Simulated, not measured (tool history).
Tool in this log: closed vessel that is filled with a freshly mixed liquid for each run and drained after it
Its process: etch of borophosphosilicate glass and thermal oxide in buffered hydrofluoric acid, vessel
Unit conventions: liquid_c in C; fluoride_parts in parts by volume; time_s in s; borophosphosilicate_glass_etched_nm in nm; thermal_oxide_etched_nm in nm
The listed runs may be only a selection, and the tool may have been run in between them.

run	hour	liquid_c	fluoride_parts	time_s	borophosphosilicate_glass_etched_nm	thermal_oxide_etched_nm
1	0	22	19	60	59.177	29.695
2	2.6	24	17.5	60	71.626	35.988
3	9	25.5	16.5	60	82.17	41.52
4	16.1	26.5	16	60	89.118	44.788
5	23.2	27.5	15.5	60	97.557	48.439
6	32.2	27.5	15.5	80	130.24	65.076
7	40.6	27	15.5	80	126.98	63.341

Run 8 comes next. What will it give?
8	42.1	26.5	15.5	80	?	?

borophosphosilicate_glass_etched_nm: 123.21 nm
thermal_oxide_etched_nm: 61.197 nm

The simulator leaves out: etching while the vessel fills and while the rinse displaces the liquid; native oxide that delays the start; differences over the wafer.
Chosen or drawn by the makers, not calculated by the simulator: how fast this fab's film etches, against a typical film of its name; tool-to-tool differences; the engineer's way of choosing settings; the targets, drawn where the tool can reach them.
